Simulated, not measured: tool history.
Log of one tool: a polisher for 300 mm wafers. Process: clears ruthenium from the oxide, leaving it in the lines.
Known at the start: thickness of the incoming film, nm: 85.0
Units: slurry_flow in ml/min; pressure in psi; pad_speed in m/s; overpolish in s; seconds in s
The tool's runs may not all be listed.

| run | hour | slurry_flow | pressure | pad_speed | overpolish | seconds |
|---|---|---|---|---|---|---|
| 1 | 0 | 180 | 1.6 | 1.16 | 11 | 90.505 |
| 2 | 5.6 | 180 | 1.5 | 1.16 | 11 | 98.326 |
| 3 | 11.4 | 180 | 1.4 | 1.16 | 11 | 105.02 |
| 4 | 17.6 | 180 | 1.8 | 1.16 | 11 | 82.249 |
| 5 | 25.8 | 180 | 1.7 | 1.16 | 11 | 87.757 |
| 6 | 33 | 180 | 1.6 | 1.16 | 11 | 90.897 |
|  | 40.8 | slurry nozzle cleaned |
| 7 | 40.8 | 180 | 1.5 | 1.16 | 11 | 96.061 |
| 8 | 44.8 | 180 | 1.4 | 1.16 | 11 | 101.99 |

Run 9 comes next. What will it give?
| 9 | 50.8 | 180 | 1.3 | 1.16 | 11 | ? |

seconds: 108.14 s

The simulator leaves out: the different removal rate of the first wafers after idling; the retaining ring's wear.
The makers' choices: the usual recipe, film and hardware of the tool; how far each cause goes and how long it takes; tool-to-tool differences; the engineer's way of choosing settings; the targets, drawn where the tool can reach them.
